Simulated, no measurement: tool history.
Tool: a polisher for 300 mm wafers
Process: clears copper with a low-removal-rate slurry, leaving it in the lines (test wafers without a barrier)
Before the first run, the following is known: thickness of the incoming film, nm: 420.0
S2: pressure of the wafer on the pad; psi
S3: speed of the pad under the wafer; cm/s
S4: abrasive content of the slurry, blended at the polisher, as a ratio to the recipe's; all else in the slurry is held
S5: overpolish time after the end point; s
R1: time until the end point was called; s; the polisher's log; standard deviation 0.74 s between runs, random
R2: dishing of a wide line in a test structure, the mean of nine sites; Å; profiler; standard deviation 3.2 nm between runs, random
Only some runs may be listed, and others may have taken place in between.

Run 1, hour 0: flow of slurry (ml/min) 265, S2 3.6 psi, S3 108 cm/s, S4 1, S5 26 s. Result: R1 85.849 s, R2 838.51 Å.
Run 2, hour 5.3: flow of slurry (ml/min) 265, S2 2.7 psi, S3 108 cm/s, S4 1, S5 26 s. Result: R1 113.53 s, R2 655.32 Å.
Run 3, hour 12.5: flow of slurry (ml/min) 265, S2 3.3 psi, S3 108 cm/s, S4 1, S5 26 s. Result: R1 94.708 s, R2 762.08 Å.
Run 4, hour 17.2: flow of slurry (ml/min) 265, S2 3.7 psi, S3 108 cm/s, S4 1, S5 26 s. Result: R1 85.184 s, R2 861.78 Å.
Run 5, hour 19.1: flow of slurry (ml/min) 265, S2 4.2 psi, S3 112 cm/s, S4 1, S5 26 s. Result: R1 70.207 s, R2 955.18 Å.
Run 6, hour 21.4: flow of slurry (ml/min) 265, S2 4.6 psi, S3 114 cm/s, S4 1, S5 27 s. Result: R1 65.528 s, R2 1098.4 Å.
Run 7, hour 23.3: flow of slurry (ml/min) 265, S2 4.9 psi, S3 120 cm/s, S4 1, S5 27 s. Result: R1 58.446 s, R2 1157.8 Å.
Run 8, hour 29.8: flow of slurry (ml/min) 265, S2 5.1 psi, S3 124 cm/s, S4 1, S5 28 s. Result: R1 54.794 s, R2 1241.5 Å.
Run 9, hour 38.7: flow of slurry (ml/min) 265, S2 5.3 psi, S3 128 cm/s, S4 1, S5 29 s. Result: R1 49.929 s, R2 1345.3 Å.

Run 10 is up next; what results do you expect?
Run 10, hour 42.4: flow of slurry (ml/min) 265, S2 5.4 psi, S3 130 cm/s, S4 1, S5 30 s. Result: R1 ?, R2 ?.

For run 10 the tool returned R1 48.106 s, R2 1439.2 Å.

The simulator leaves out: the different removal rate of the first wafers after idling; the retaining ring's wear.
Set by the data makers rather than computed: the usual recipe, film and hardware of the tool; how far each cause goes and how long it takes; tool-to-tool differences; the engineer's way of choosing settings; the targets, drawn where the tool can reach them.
